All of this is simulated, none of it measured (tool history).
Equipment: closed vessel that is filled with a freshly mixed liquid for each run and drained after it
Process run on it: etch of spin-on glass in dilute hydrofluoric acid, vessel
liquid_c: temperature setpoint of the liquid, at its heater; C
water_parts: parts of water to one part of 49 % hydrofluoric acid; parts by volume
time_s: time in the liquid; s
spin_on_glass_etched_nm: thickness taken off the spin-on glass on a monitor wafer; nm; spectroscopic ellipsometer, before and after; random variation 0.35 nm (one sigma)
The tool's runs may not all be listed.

| run | day | liquid_c | water_parts | time_s | spin_on_glass_etched_nm |
|---|---|---|---|---|---|
| 1 | 0.000 | 24.0 | 60 | 30 | 16.165 |
| 2 | 0.050 | 24.0 | 60 | 30 | 16.512 |
| 3 | 0.267 | 24.0 | 60 | 30 | 16.282 |
| 4 | 0.538 | 25.5 | 55 | 30 | 19.045 |
| 5 | 0.733 | 25.5 | 55 | 30 | 19.011 |
| 6 | 0.971 | 27.5 | 55 | 30 | 20.567 |
| 7 | 1.300 | 28.5 | 50 | 30 | 23.472 |
| 8 | 1.538 | 29.0 | 45 | 30 | 27.051 |

Run 9, settings as shown, results not yet in. Your forecast:
| 9 | 1.642 | 29.5 | 40 | 30 | ? |

{"run 9": {"spin_on_glass_etched_nm": 31.833}}
